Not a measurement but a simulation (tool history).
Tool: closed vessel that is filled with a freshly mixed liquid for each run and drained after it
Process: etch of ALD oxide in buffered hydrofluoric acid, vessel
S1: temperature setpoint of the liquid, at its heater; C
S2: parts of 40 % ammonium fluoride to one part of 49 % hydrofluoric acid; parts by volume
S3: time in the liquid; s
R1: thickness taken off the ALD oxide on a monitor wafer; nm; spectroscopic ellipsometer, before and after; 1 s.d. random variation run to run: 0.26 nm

run 1 hour=0.0 | S1=23.0 S2=23.5 S3=90 | R1=66.212
run 2 hour=2.5 | S1=23.0 S2=28.5 S3=90 | R1=58.139
run 3 hour=7.1 | S1=25.5 S2=28.5 S3=90 | R1=66.176
run 4 hour=10.5 | S1=25.5 S2=25.0 S3=90 | R1=72.974
run 5 hour=13.3 | S1=23.5 S2=25.0 S3=90 | R1=64.872
run 6 hour=20.6 | S1=22.0 S2=25.0 S3=90 | R1=59.673
run 7 hour=21.3 | S1=21.0 S2=25.0 S3=90 | R1=56.416
run 8 hour=29.9 | S1=21.0 S2=25.0 S3=90 | R1=56.730

Estimate the outcome of run 9 from the log above:
run 9 hour=33.0 | S1=20.5 S2=25.0 S3=90 | R1=?

Run 9 produced R1 55.155 nm.

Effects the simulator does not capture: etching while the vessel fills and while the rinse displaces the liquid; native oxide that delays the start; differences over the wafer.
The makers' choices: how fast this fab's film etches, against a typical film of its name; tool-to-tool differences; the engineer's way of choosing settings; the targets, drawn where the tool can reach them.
